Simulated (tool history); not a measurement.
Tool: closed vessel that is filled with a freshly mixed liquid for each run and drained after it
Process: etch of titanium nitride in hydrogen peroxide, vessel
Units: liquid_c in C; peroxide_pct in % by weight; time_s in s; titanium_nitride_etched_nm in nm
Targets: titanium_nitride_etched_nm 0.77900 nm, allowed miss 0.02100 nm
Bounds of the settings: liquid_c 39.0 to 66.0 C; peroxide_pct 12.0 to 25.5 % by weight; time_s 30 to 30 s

run    day  liquid_c  peroxide_pct  time_s  titanium_nitride_etched_nm
  1  0.000      55.0          17.5      30                     1.73720
  2  0.029      59.5          17.5      30                     2.36070
  3  0.104      57.5          17.5      30                     2.02780
  4  0.317      57.5          17.5      30                     2.05670
  5  0.604      55.5          17.5      30                     1.78080
     0.892  -- peroxide flow meter replaced
  6  0.892      55.5          17.5      30                     1.75110
  7  0.929      55.5          17.5      30                     1.74250
  8  0.975      54.0          17.5      30                     1.58070

Which of these 4 next moves meets every target?
  A  1.021      58.5          18.5      30                           ?
  B  1.021      47.0          19.0      30                           ?
  C  1.021      41.0          20.5      30                           ?
  D  1.021      44.5          16.5      30                           ?

move  titanium_nitride_etched_nm
   A                     2.17220
   B                     0.96509
   C                     0.62547
   D                     0.77806
A: further off than the last run
B: nearer than the last run, and not there yet
C: takes the result that was furthest off past its target
D: meets every target
The right move is D.
